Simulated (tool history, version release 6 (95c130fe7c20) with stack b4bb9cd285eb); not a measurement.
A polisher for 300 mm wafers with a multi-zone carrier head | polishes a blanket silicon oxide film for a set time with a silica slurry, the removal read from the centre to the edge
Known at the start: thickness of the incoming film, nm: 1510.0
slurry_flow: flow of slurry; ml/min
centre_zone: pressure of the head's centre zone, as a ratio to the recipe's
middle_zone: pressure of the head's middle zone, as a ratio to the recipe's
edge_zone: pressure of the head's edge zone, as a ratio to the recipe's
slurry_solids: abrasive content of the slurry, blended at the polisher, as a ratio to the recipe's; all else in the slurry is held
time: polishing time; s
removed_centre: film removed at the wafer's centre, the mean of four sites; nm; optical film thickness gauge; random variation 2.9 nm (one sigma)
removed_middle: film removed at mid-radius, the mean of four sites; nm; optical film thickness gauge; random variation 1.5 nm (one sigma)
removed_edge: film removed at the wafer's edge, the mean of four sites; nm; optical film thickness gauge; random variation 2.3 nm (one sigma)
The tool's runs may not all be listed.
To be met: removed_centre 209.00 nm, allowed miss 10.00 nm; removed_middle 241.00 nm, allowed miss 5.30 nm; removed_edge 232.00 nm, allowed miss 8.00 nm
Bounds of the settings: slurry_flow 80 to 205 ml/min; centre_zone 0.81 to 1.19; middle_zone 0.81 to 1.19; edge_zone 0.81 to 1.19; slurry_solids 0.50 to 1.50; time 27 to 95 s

{"run": 1, "hour": 0.0, "slurry_flow": 135, "centre_zone": 1.0, "middle_zone": 1.0, "edge_zone": 1.0, "slurry_solids": 1.0, "time": 61, "removed_centre": 168.31, "removed_middle": 166.7, "removed_edge": 176.32}
{"run": 2, "hour": 5.9, "slurry_flow": 160, "centre_zone": 1.0, "middle_zone": 1.0, "edge_zone": 1.0, "slurry_solids": 1.0, "time": 61, "removed_centre": 175.37, "removed_middle": 175.81, "removed_edge": 186.84}
{"run": 3, "hour": 10.1, "slurry_flow": 160, "centre_zone": 0.93, "middle_zone": 1.0, "edge_zone": 1.0, "slurry_solids": 1.0, "time": 61, "removed_centre": 164.46, "removed_middle": 176.47, "removed_edge": 184.03}
{"run": 4, "hour": 11.2, "slurry_flow": 160, "centre_zone": 0.93, "middle_zone": 1.08, "edge_zone": 1.0, "slurry_solids": 1.0, "time": 61, "removed_centre": 158.91, "removed_middle": 188.64, "removed_edge": 185.68}
{"run": 5, "hour": 18.6, "slurry_flow": 170, "centre_zone": 0.96, "middle_zone": 1.1, "edge_zone": 1.01, "slurry_solids": 1.05, "time": 61, "removed_centre": 178.48, "removed_middle": 197.95, "removed_edge": 190.75}
{"run": 6, "hour": 21.4, "slurry_flow": 175, "centre_zone": 0.94, "middle_zone": 1.11, "edge_zone": 1.04, "slurry_solids": 1.1, "time": 61, "removed_centre": 179.35, "removed_middle": 205.71, "removed_edge": 191.78}
{"run": 7, "hour": 22.7, "slurry_flow": 170, "centre_zone": 0.92, "middle_zone": 1.08, "edge_zone": 1.03, "slurry_solids": 1.2, "time": 63, "removed_centre": 184.02, "removed_middle": 214.53, "removed_edge": 206.2}
{"run": 8, "hour": 29.5, "slurry_flow": 175, "centre_zone": 0.92, "middle_zone": 1.07, "edge_zone": 1.03, "slurry_solids": 1.25, "time": 63, "removed_centre": 186.0, "removed_middle": 218.42, "removed_edge": 211.54}
{"run": 9, "hour": 34.9, "slurry_flow": 175, "centre_zone": 0.92, "middle_zone": 1.07, "edge_zone": 1.03, "slurry_solids": 1.25, "time": 63, "removed_centre": 187.94, "removed_middle": 216.45, "removed_edge": 209.22}
{"run": 10, "hour": 37.9, "slurry_flow": 175, "centre_zone": 0.92, "middle_zone": 1.07, "edge_zone": 1.04, "slurry_solids": 1.3, "time": 63, "removed_centre": 193.34, "removed_middle": 218.81, "removed_edge": 213.9}
{"run": 11, "hour": 41.6, "slurry_flow": 180, "centre_zone": 0.91, "middle_zone": 1.07, "edge_zone": 1.05, "slurry_solids": 1.35, "time": 63, "removed_centre": 191.82, "removed_middle": 225.69, "removed_edge": 222.58}
{"run": 12, "hour": 49.8, "slurry_flow": 185, "centre_zone": 0.92, "middle_zone": 1.08, "edge_zone": 1.06, "slurry_solids": 1.35, "time": 63, "removed_centre": 196.35, "removed_middle": 229.19, "removed_edge": 227.88}
{"run": 13, "hour": 52.2, "slurry_flow": 190, "centre_zone": 0.93, "middle_zone": 1.09, "edge_zone": 1.05, "slurry_solids": 1.35, "time": 63, "removed_centre": 199.19, "removed_middle": 234.12, "removed_edge": 223.08}
{"run": 14, "hour": 55.2, "slurry_flow": 190, "centre_zone": 0.94, "middle_zone": 1.09, "edge_zone": 1.06, "slurry_solids": 1.35, "time": 63, "removed_centre": 201.53, "removed_middle": 232.92, "removed_edge": 226.77}
{"run": 15, "hour": 64.0, "slurry_flow": 195, "centre_zone": 0.94, "middle_zone": 1.09, "edge_zone": 1.06, "slurry_solids": 1.35, "time": 63, "removed_centre": 210.51, "removed_middle": 232.78, "removed_edge": 231.66}
{"run": 16, "hour": 67.5, "slurry_flow": 195, "centre_zone": 0.94, "middle_zone": 1.1, "edge_zone": 1.06, "slurry_solids": 1.35, "time": 63, "removed_centre": 205.4, "removed_middle": 234.53, "removed_edge": 226.65}

Which of these 5 next moves meets every target?
{"run": "A", "hour": 71.0, "slurry_flow": 205, "centre_zone": 1.0, "middle_zone": 1.11, "edge_zone": 1.0, "slurry_solids": 1.25, "time": 63, "removed_centre": "?", "removed_middle": "?", "removed_edge": "?"}
{"run": "B", "hour": 71.0, "slurry_flow": 205, "centre_zone": 1.04, "middle_zone": 1.09, "edge_zone": 1.04, "slurry_solids": 1.45, "time": 63, "removed_centre": "?", "removed_middle": "?", "removed_edge": "?"}
{"run": "C", "hour": 71.0, "slurry_flow": 175, "centre_zone": 0.93, "middle_zone": 1.09, "edge_zone": 1.04, "slurry_solids": 1.3, "time": 68, "removed_centre": "?", "removed_middle": "?", "removed_edge": "?"}
{"run": "D", "hour": 71.0, "slurry_flow": 205, "centre_zone": 1.0, "middle_zone": 1.02, "edge_zone": 1.09, "slurry_solids": 1.4, "time": 67, "removed_centre": "?", "removed_middle": "?", "removed_edge": "?"}
{"run": "E", "hour": 71.0, "slurry_flow": 200, "centre_zone": 0.91, "middle_zone": 1.11, "edge_zone": 1.06, "slurry_solids": 1.35, "time": 61, "removed_centre": "?", "removed_middle": "?", "removed_edge": "?"}

move=A removed_centre=209.81 removed_middle=233.03 removed_edge=218.29
move=B removed_centre=230.73 removed_middle=242.51 removed_edge=234.65
move=C removed_centre=204.67 removed_middle=242.19 removed_edge=236.94
move=D removed_centre=232.78 removed_middle=240.69 removed_edge=251.61
move=E removed_centre=189.06 removed_middle=231.19 removed_edge=222.19
A: further off than the last run
B: brings the result that was furthest off to its target, and leaves another outside
C: meets every target
D: brings the result that was furthest off to its target, and leaves another outside
E: further off than the last run
The right move is C.
